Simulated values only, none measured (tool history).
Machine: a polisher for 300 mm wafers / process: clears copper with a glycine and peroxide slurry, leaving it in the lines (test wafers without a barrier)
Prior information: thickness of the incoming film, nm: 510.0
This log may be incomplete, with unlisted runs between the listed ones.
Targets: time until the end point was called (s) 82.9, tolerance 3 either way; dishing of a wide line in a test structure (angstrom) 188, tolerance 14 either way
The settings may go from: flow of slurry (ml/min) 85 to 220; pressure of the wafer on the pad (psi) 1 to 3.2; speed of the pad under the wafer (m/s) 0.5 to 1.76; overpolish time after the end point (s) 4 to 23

run,hour,flow of slurry (ml/min),pressure of the wafer on the pad (psi),speed of the pad under the wafer (m/s),overpolish time after the end point (s),time until the end point was called (s),dishing of a wide line in a test structure (angstrom)
1,0,140,2.1,1.12,12,126.6,332.18
2,8.7,140,2.1,1,12,141.61,297.73
3,17.1,140,2.3,1,12,130.8,319.07
4,21.3,150,2.4,1,11,123.09,305.77
5,25.1,170,2.4,1,11,119.97,318.39
# hour 32.8: head pressure recalibrated
6,32.8,205,2.4,1,11,125.22,317.85
7,41.7,190,2.5,1,10,120.47,289.62
8,44.1,175,2.6,1.02,9,116.9,274.59

Below are 4 possible settings for the next run. Only one of them brings all results inside the allowed miss of their targets. Which is it?
A,46.5,180,2.3,0.86,8,?,?
B,46.5,165,3.2,1.28,4,?,?
C,46.5,175,3,1.22,9,?,?
D,46.5,170,2.3,0.76,7,?,?

move,time until the end point was called (s),dishing of a wide line in a test structure (angstrom)
A,148.86,208.33
B,82.672,189.33
C,90.347,344.77
D,164.86,169.48
A: its largest miss is bigger than the last run's
B: hits every target within its allowed miss
C: about the same distance from the targets as the last run
D: its largest miss is bigger than the last run's
B is the move that brings every result within its allowed miss.
